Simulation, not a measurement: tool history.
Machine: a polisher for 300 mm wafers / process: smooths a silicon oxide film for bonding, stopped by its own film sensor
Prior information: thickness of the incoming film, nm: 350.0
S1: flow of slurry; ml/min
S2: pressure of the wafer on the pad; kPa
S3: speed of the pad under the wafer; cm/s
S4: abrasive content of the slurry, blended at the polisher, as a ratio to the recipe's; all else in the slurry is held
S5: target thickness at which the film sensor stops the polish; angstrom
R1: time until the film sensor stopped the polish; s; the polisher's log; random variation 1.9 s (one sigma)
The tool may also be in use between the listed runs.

run  hour   S1    S2  S3   S4    S5      R1
  1     0  275  17.9  90    1  2470  100.09
  2   8.4  275  17.9  90  1.2  2470   94.69
  3   9.6  275  17.9  98  1.2  2470  88.672
  4  15.2  275  22.1  98  1.2  2470  72.508
  5  22.3  310  22.1  98  1.2  2470  71.998
  6  25.1  310  19.3  92  1.2  2470  86.834
  7  28.3  310  17.2  88  1.2  2470  99.416
  8  31.6  310  15.9  84  1.2  2470  111.89
  9    37  310  14.5  82  1.2  2470  121.52

Predict the results of run 10:
 10  43.4  310  13.1  80  1.2  2470   ?

Run 10 yielded R1 135.81 s.
